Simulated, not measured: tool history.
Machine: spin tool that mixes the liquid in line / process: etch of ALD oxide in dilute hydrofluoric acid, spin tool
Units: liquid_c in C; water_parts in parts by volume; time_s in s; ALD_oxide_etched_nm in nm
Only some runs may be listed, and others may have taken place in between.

run 1 day=0 | liquid_c=21 water_parts=195 time_s=205 | ALD_oxide_etched_nm=20.559
run 2 day=0.333 | liquid_c=21 water_parts=195 time_s=220 | ALD_oxide_etched_nm=22.397
run 3 day=0.392 | liquid_c=22 water_parts=170 time_s=220 | ALD_oxide_etched_nm=27.125
run 4 day=0.508 | liquid_c=23 water_parts=150 time_s=220 | ALD_oxide_etched_nm=32.395
run 5 day=0.842 | liquid_c=25.5 water_parts=150 time_s=220 | ALD_oxide_etched_nm=36.36
run 6 day=0.883 | liquid_c=25.5 water_parts=100 time_s=220 | ALD_oxide_etched_nm=57.522
run 7 day=1.196 | liquid_c=26 water_parts=95 time_s=220 | ALD_oxide_etched_nm=62.095
run 8 day=1.421 | liquid_c=26.5 water_parts=95 time_s=220 | ALD_oxide_etched_nm=62.479
run 9 day=1.65 | liquid_c=27 water_parts=95 time_s=220 | ALD_oxide_etched_nm=64.368
run 10 day=1.754 | liquid_c=29 water_parts=70 time_s=220 | ALD_oxide_etched_nm=96.99
run 11 day=1.917 | liquid_c=28.5 water_parts=70 time_s=220 | ALD_oxide_etched_nm=96.132
run 12 day=2.125 | liquid_c=28 water_parts=70 time_s=220 | ALD_oxide_etched_nm=95.123
run 13 day=2.333 | liquid_c=27.5 water_parts=70 time_s=220 | ALD_oxide_etched_nm=92.728
run 14 day=2.483 | liquid_c=27 water_parts=70 time_s=220 | ALD_oxide_etched_nm=90.082
run 15 day=2.667 | liquid_c=26.5 water_parts=70 time_s=220 | ALD_oxide_etched_nm=89.205

Forecast run 16:
run 16 day=2.983 | liquid_c=26.5 water_parts=70 time_s=220 | ALD_oxide_etched_nm=?

Logged for run 16: ALD_oxide_etched_nm 88.894 nm.
